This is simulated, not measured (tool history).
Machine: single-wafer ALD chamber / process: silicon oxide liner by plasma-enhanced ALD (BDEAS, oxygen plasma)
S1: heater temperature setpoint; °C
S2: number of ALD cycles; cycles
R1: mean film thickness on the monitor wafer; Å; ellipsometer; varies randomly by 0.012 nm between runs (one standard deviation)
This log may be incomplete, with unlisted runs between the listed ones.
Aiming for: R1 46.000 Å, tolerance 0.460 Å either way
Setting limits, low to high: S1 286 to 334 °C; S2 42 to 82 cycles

run	hour	S1	S2	R1
1	0.0	310	62	53.776
2	2.6	306	62	54.086
3	11.4	309	59	51.352
4	20.3	312	57	49.346
5	24.6	312	54	46.461
6	30.0	313	54	46.675
7	37.2	314	54	46.596
8	43.4	315	54	46.517

Which one of the following 4 next-run settings gets every result inside its allowed miss? There is exactly one.
A	49.6	313	52	?
B	49.6	315	52	?
C	49.6	307	54	?
D	49.6	294	51	?

move	R1
A	45.158
B	45.015
C	47.342
D	46.425
A: takes the result that was furthest off past its target
B: takes the result that was furthest off past its target
C: moves away from the targets compared with the last run
D: all results land within tolerance of their targets
Answer: D
